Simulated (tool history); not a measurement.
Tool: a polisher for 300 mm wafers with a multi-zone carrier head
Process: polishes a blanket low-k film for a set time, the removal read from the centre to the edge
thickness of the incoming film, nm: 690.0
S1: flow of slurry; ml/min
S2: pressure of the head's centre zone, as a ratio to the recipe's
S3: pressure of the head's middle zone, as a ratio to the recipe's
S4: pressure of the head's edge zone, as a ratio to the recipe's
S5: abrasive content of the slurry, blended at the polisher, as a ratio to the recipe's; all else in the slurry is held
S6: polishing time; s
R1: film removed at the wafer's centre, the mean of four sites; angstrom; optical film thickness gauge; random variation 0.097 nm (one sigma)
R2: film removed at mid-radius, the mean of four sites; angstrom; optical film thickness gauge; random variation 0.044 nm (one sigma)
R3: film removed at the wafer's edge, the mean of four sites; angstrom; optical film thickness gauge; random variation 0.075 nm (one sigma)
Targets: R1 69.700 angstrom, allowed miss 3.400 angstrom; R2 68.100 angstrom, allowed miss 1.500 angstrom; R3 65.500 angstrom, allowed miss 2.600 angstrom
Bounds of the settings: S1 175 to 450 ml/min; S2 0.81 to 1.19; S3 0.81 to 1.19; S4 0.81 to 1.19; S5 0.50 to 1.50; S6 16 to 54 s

run,day,S1,S2,S3,S4,S5,S6,R1,R2,R3
1,0.000,290,1.00,1.00,1.00,1.00,35,101.230,100.050,103.440
2,0.158,295,1.00,1.00,0.95,0.85,33,88.687,88.423,86.021
3,0.446,295,0.94,1.00,0.95,0.85,33,82.670,89.164,86.465
4,0.721,295,0.94,1.00,1.02,0.85,33,85.922,88.186,90.199
5,1.088,295,0.94,1.00,1.02,1.05,33,91.498,96.906,100.370
6,1.175,300,0.94,0.97,0.96,0.85,33,83.794,85.665,87.189
7,1.225,300,0.94,0.95,0.92,0.75,33,77.777,79.456,81.720
8,1.275,305,0.96,0.95,0.89,0.65,33,76.465,74.321,75.023

4 next moves are on the table. One of them brings every result within its allowed miss. Which?
A,1.325,320,0.96,1.03,0.85,0.70,26,?,?,?
B,1.325,260,1.01,1.00,0.86,0.60,31,?,?,?
C,1.325,335,0.97,0.99,0.89,0.55,30,?,?,?
D,1.325,260,0.96,0.99,1.01,0.75,29,?,?,?

move,R1,R2,R3
A,62.406,64.924,60.752
B,70.335,67.962,65.921
C,64.225,63.928,63.004
D,70.227,70.827,74.157
A: takes the result that was furthest off past its target
B: meets every target
C: takes the result that was furthest off past its target
D: nearer than the last run, and not there yet
Answer: B

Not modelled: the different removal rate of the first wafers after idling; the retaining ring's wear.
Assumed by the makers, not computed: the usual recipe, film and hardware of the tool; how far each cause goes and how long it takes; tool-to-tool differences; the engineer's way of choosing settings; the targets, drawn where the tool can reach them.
